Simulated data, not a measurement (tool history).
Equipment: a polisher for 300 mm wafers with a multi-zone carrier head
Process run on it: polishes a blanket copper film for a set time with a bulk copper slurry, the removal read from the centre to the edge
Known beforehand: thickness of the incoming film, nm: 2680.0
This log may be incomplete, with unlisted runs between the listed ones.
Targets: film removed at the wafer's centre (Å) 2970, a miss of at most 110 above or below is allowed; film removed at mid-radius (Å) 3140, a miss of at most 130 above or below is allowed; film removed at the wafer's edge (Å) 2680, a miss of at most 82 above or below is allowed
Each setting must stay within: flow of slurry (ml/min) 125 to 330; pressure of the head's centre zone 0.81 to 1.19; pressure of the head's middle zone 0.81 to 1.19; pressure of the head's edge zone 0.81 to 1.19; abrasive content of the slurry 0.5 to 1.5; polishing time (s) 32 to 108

| run | day | flow of slurry (ml/min) | pressure of the head's centre zone | pressure of the head's middle zone | pressure of the head's edge zone | abrasive content of the slurry | polishing time (s) | film removed at the wafer's centre (Å) | film removed at mid-radius (Å) | film removed at the wafer's edge (Å) |
|---|---|---|---|---|---|---|---|---|---|---|
| 1 | 0 | 210 | 1 | 1 | 1 | 1 | 70 | 4792.8 | 4848.4 | 4646 |
| 2 | 0.183 | 185 | 1 | 1 | 1 | 1 | 70 | 4723.5 | 4734.1 | 4637.5 |
| 3 | 0.271 | 140 | 1 | 1 | 1 | 1 | 70 | 4324.6 | 4533.1 | 4462.1 |
| 4 | 0.571 | 140 | 1.07 | 1 | 1 | 1 | 70 | 4594.4 | 4365.3 | 4472.9 |
| 5 | 0.658 | 155 | 1.05 | 1.01 | 0.97 | 0.9 | 64 | 4284.7 | 4116.6 | 3978.1 |
| 6 | 0.796 | 155 | 1.05 | 0.95 | 0.97 | 0.9 | 64 | 4230 | 3905.8 | 3974.3 |
| 7 | 0.912 | 160 | 1.02 | 0.96 | 0.94 | 0.8 | 60 | 3755.6 | 3588.4 | 3632.5 |
| 8 | 1.058 | 175 | 1.05 | 1.06 | 0.84 | 0.55 | 43 | 2547.3 | 2551.8 | 2220.8 |
| 9 | 1.146 | 190 | 1.06 | 1.08 | 0.88 | 0.6 | 43 | 2652.2 | 2686.8 | 2350.8 |
| 10 | 1.379 | 200 | 1.07 | 1.1 | 0.9 | 0.65 | 43 | 2780 | 2920.3 | 2457.3 |
| 11 | 1.621 | 210 | 1.07 | 1.1 | 0.92 | 0.65 | 43 | 2784 | 2785.5 | 2548.8 |
| 12 | 1.883 | 220 | 1.08 | 1.18 | 0.91 | 0.85 | 44 | 3156.3 | 3359.4 | 2740.4 |
| 13 | 2.142 | 215 | 1.07 | 1.17 | 0.91 | 0.85 | 44 | 3046.7 | 3320.7 | 2741.9 |
| 14 | 2.225 | 215 | 1.07 | 1.17 | 0.91 | 0.85 | 44 | 3030.1 | 3257.9 | 2768.3 |

Of the 5 settings listed for the next run, only one would bring every result within its allowed miss of target. Which one?
| A | 2.308 | 245 | 1.08 | 1.16 | 0.94 | 0.7 | 44 | ? | ? | ? |
| B | 2.308 | 205 | 1.05 | 1.19 | 0.85 | 0.95 | 44 | ? | ? | ? |
| C | 2.308 | 215 | 1.03 | 1.12 | 0.91 | 0.8 | 47 | ? | ? | ? |
| D | 2.308 | 190 | 1.05 | 1.16 | 0.88 | 0.75 | 48 | ? | ? | ? |
| E | 2.308 | 175 | 0.96 | 1.19 | 0.85 | 0.95 | 44 | ? | ? | ? |

| move | film removed at the wafer's centre (Å) | film removed at mid-radius (Å) | film removed at the wafer's edge (Å) |
|---|---|---|---|
| A | 3018.4 | 3201.5 | 2662.5 |
| B | 3087.4 | 3452 | 2697.6 |
| C | 3119.5 | 3378.5 | 2863.1 |
| D | 3130.7 | 3431.3 | 2792.5 |
| E | 2741.7 | 3367.3 | 2647.6 |
A: meets every target
B: the worst result of the last run now meets its target, but another is out of spec
C: its largest miss is bigger than the last run's
D: its largest miss is bigger than the last run's
E: the worst result of the last run now meets its target, but another is out of spec
The move that meets every target is A.
